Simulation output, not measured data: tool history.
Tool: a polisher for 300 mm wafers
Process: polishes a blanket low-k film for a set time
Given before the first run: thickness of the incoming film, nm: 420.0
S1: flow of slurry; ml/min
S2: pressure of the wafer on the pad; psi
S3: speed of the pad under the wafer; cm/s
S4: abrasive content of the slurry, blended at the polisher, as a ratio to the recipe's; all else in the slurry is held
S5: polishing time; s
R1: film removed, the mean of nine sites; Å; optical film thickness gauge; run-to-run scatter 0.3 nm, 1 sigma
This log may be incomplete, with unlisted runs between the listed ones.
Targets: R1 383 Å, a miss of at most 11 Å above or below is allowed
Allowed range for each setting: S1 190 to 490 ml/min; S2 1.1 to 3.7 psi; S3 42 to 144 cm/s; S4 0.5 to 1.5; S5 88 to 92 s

{"run": 1, "hour": 0.0, "S1": 315, "S2": 2.4, "S3": 92, "S4": 1, "S5": 88, "R1": 470.78}
{"run": 2, "hour": 3.7, "S1": 315, "S2": 2.4, "S3": 92, "S4": 1.1, "S5": 88, "R1": 483.65}
{"run": 3, "hour": 11.9, "S1": 315, "S2": 2.4, "S3": 92, "S4": 1.1, "S5": 92, "R1": 510.83}
{"run": 4, "hour": 13.8, "S1": 315, "S2": 2.3, "S3": 92, "S4": 1.1, "S5": 92, "R1": 493.79}
{"run": 5, "hour": 15.1, "S1": 315, "S2": 2.8, "S3": 92, "S4": 1.1, "S5": 92, "R1": 576.79}
{"hour": 19.2, "done": "head pressure recalibrated"}
{"run": 6, "hour": 19.2, "S1": 315, "S2": 2.4, "S3": 92, "S4": 1.1, "S5": 92, "R1": 465.1}
{"run": 7, "hour": 28.3, "S1": 315, "S2": 2.1, "S3": 92, "S4": 1.1, "S5": 92, "R1": 417.22}
{"run": 8, "hour": 30.1, "S1": 315, "S2": 2, "S3": 92, "S4": 1.1, "S5": 92, "R1": 403.22}

Which one of the following 4 next-run settings gets every result inside its allowed miss? There is exactly one.
{"run": "A", "hour": 31.9, "S1": 200, "S2": 2.1, "S3": 90, "S4": 1, "S5": 88, "R1": "?"}
{"run": "B", "hour": 31.9, "S1": 390, "S2": 2, "S3": 90, "S4": 1.05, "S5": 89, "R1": "?"}
{"run": "C", "hour": 31.9, "S1": 330, "S2": 2, "S3": 80, "S4": 1.15, "S5": 91, "R1": "?"}
{"run": "D", "hour": 31.9, "S1": 240, "S2": 2.7, "S3": 80, "S4": 1.1, "S5": 89, "R1": "?"}

move=A R1=357.12
move=B R1=379.95
move=C R1=358.99
move=D R1=429.76
A: moves the result that the last run missed by most past its target, out the other side
B: meets every target
C: moves the result that the last run missed by most past its target, out the other side
D: further off than the last run
B is the move that brings every result within its allowed miss.
